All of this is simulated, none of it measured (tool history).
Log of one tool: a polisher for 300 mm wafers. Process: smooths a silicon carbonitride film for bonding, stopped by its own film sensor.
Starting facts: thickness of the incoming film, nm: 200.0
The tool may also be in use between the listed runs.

run  hour  flow of slurry (ml/min)  pressure of the wafer on the pad (kPa)  speed of the pad under the wafer (cm/s)  abrasive content of the slurry  target thickness at which the film sensor stops the polish (Å)  time until the film sensor stopped the polish (s)
  1   0.0                      235                                    17.9                                      114                             1.0                                                            1490                                             166.40
  2   7.7                      235                                    17.9                                      114                             1.2                                                            1490                                             149.96
  3  16.0                      235                                    17.9                                      114                             1.2                                                            1470                                             151.22
  4  25.0                      235                                    18.6                                      114                             1.2                                                            1470                                             151.93
  5  29.2                      235                                    19.3                                      116                             1.2                                                            1470                                             142.54
  6  30.8                      235                                    19.3                                      116                             1.1                                                            1470                                             153.09

Estimate the outcome of run 7 from the log above:
  7  34.4                      235                                    20.0                                      118                             1.1                                                            1470                                                  ?

Run 7 came out at time until the film sensor stopped the polish (s) 141.24.

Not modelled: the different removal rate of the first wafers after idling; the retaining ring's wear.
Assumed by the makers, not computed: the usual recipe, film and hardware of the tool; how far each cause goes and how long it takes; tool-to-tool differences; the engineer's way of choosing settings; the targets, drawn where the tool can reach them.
